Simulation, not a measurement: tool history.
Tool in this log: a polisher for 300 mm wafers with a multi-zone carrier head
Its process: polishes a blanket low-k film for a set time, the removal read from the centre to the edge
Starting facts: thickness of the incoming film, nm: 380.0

run  hour  flow of slurry (ml/min)  pressure of the head's centre zone  pressure of the head's middle zone  pressure of the head's edge zone  abrasive content of the slurry  polishing time (s)  film removed at the wafer's centre (Å)  film removed at mid-radius (Å)  film removed at the wafer's edge (Å)
  1   0.0                      185                                1.00                                1.00                              1.00                            1.00                  37                                 142.460                         147.810                               144.990
  2   0.6                      180                                0.98                                0.97                              0.98                            0.85                  34                                 120.960                         121.300                               121.590
  3   3.2                      170                                0.94                                0.95                              0.96                            0.75                  32                                 102.280                         107.530                               105.710
  4  10.3                      165                                0.92                                0.92                              0.95                            0.70                  31                                  92.053                          95.072                               100.240
  5  12.6                      165                                0.92                                0.92                              0.95                            0.70                  36                                 110.260                         110.250                               111.930
  6  19.3                      155                                0.90                                0.90                              0.92                            0.65                  34                                  97.091                          95.875                               103.400
  7  25.5                      160                                0.90                                0.91                              0.90                            0.60                  32                                  86.570                          90.348                                90.268
  8  28.7                      155                                0.89                                0.89                              0.88                            0.55                  32                                  81.303                          83.303                                86.281

The next listed run, before its measurement:
  9  29.6                      155                                0.88                                0.88                              0.86                            0.55                  32                                       ?                               ?                                     ?

Run 9 yielded film removed at the wafer's centre (Å) 81.438, film removed at mid-radius (Å) 82.660, film removed at the wafer's edge (Å) 83.628.
